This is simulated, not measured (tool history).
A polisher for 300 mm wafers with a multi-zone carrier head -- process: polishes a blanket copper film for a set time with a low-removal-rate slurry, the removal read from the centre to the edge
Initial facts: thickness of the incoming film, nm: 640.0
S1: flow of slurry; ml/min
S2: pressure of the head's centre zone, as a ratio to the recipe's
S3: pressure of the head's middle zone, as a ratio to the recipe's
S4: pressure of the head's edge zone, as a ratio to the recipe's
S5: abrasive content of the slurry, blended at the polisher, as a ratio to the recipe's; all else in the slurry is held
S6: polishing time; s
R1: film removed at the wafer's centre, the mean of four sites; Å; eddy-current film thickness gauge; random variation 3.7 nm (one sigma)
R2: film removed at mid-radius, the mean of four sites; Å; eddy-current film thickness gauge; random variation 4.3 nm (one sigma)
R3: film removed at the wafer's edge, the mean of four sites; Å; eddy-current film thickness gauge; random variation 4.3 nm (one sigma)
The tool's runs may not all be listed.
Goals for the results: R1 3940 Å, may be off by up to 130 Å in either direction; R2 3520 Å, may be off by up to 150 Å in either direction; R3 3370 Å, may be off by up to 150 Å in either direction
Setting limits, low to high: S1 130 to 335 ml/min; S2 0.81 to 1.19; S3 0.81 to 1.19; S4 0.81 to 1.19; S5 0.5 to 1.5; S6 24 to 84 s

run,day,S1,S2,S3,S4,S5,S6,R1,R2,R3
1,0,215,1,1,1,1,54,2267.5,2199.7,2247.3
2,0.192,220,1.02,1.02,1.01,1.05,56,2478,2375.8,2355.9
3,0.404,220,1.03,1.03,1.02,1.1,58,2640.2,2534.6,2547.1
4,0.688,220,1.03,1.09,1.02,1.1,58,2565.1,2676.6,2570.4
5,0.829,220,1.03,1.03,1.02,1.1,58,2617.2,2467.2,2537.6
6,0.95,220,0.95,1.03,1.02,1.1,58,2393,2439.7,2549.8
7,1.083,225,0.98,1.04,1.03,1.15,59,2584.4,2604.7,2605.5
8,1.404,225,1,1.05,1.04,1.2,60,2675.7,2662.8,2768.9
9,1.45,235,1.03,1.06,1.04,1.25,61,2876.6,2830.6,2747.7

Which one of the following 5 next-run settings gets every result inside its allowed miss? There is exactly one.
A,1.496,130,1.06,0.81,1.07,1.3,71,?,?,?
B,1.496,315,1.04,1.19,0.84,1.25,77,?,?,?
C,1.496,155,0.83,1.01,1.18,1.1,73,?,?,?
D,1.496,130,0.81,0.82,1.19,1,69,?,?,?
E,1.496,275,1.12,1.04,0.96,1.25,76,?,?,?

move,R1,R2,R3
A,3216.7,2483.2,3136.6
B,3738.1,3910.6,3187.3
C,2532.4,2948.6,3284.4
D,2226.8,2277.6,3006.6
E,3922.6,3428,3322.3
A: better than the last run, though not everything is in spec
B: better than the last run, though not everything is in spec
C: the biggest miss grows against the last run
D: the biggest miss grows against the last run
E: every result lands within tolerance
Correct choice: E, which meets every target
